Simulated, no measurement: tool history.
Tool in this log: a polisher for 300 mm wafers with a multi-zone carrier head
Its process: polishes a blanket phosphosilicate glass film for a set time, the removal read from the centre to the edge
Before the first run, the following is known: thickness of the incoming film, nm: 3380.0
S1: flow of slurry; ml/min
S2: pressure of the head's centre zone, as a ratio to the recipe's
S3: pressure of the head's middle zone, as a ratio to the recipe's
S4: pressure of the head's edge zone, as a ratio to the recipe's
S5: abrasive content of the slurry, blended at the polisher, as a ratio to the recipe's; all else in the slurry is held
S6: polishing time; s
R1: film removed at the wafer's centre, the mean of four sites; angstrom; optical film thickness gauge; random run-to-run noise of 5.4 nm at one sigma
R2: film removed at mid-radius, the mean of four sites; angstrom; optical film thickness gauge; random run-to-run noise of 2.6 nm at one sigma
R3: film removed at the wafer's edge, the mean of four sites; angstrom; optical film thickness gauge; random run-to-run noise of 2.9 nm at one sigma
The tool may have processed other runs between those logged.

Run 1, hour 0.0: S1 180 ml/min, S2 1.00, S3 1.00, S4 1.00, S5 1.00, S6 82 s. Result: R1 5851.1 angstrom, R2 5694.3 angstrom, R3 5659.6 angstrom.
Run 2, hour 4.7: S1 145 ml/min, S2 1.00, S3 1.00, S4 1.00, S5 1.00, S6 82 s. Result: R1 5484.3 angstrom, R2 5446.3 angstrom, R3 5494.6 angstrom.
Run 3, hour 11.0: S1 150 ml/min, S2 1.00, S3 1.00, S4 0.98, S5 0.95, S6 82 s. Result: R1 5511.2 angstrom, R2 5385.4 angstrom, R3 5447.2 angstrom.
Run 4, hour 14.1: S1 150 ml/min, S2 1.00, S3 0.93, S4 0.98, S5 0.95, S6 82 s. Result: R1 5564.3 angstrom, R2 5108.2 angstrom, R3 5437.3 angstrom.
Run 5, hour 20.2: S1 150 ml/min, S2 1.00, S3 0.93, S4 0.98, S5 0.85, S6 82 s. Result: R1 5436.1 angstrom, R2 4882.0 angstrom, R3 5312.5 angstrom.
Run 6, hour 27.2: S1 150 ml/min, S2 1.00, S3 0.93, S4 0.98, S5 0.85, S6 101 s. Result: R1 6630.0 angstrom, R2 6017.0 angstrom, R3 6459.0 angstrom.
Run 7, hour 31.3: S1 155 ml/min, S2 1.00, S3 0.95, S4 0.96, S5 0.80, S6 97 s. Result: R1 6228.9 angstrom, R2 5852.3 angstrom, R3 6107.6 angstrom.
Run 8, hour 37.8: S1 160 ml/min, S2 1.01, S3 0.96, S4 0.94, S5 0.75, S6 93 s. Result: R1 5924.8 angstrom, R2 5597.3 angstrom, R3 5663.6 angstrom.
At hour 44.5: slurry nozzle cleaned.
Run 9, hour 44.5: S1 165 ml/min, S2 1.02, S3 0.96, S4 0.93, S5 0.70, S6 90 s. Result: R1 6109.7 angstrom, R2 5578.2 angstrom, R3 5545.7 angstrom.
Run 10, hour 45.7: S1 170 ml/min, S2 1.01, S3 0.96, S4 0.92, S5 0.70, S6 87 s. Result: R1 5838.9 angstrom, R2 5396.5 angstrom, R3 5405.5 angstrom.

Run 11, settings as shown, results not yet in. Your forecast:
Run 11, hour 53.4: S1 165 ml/min, S2 1.01, S3 0.97, S4 0.91, S5 0.70, S6 84 s. Result: R1 ?, R2 ?, R3 ?.

R1: 5617.0 angstrom
R2: 5242.3 angstrom
R3: 5124.0 angstrom

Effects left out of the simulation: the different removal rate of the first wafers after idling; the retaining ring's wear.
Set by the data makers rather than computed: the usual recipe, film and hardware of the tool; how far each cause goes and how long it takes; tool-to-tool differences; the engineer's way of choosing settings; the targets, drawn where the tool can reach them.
